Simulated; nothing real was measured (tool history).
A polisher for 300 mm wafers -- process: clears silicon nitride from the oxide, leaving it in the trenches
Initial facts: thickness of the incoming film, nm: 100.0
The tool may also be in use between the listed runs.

run,hour,flow of slurry (ml/min),pressure of the wafer on the pad (psi),speed of the pad under the wafer (cm/s),overpolish time after the end point (s),time until the end point was called (s)
1,0,305,2,120,22,151.04
2,3.3,305,1.8,118,22,158
3,6.6,305,1.6,110,22,180.37
4,7.7,305,1.8,110,22,163.66
5,8.7,305,1.6,104,22,191.44
6,11.9,305,1.5,102,22,200.52
7,12.9,305,1.4,100,22,214.27

The next listed run, before its measurement:
8,20.4,305,1.3,100,22,?

Run 8 measured time until the end point was called (s) 217.8.
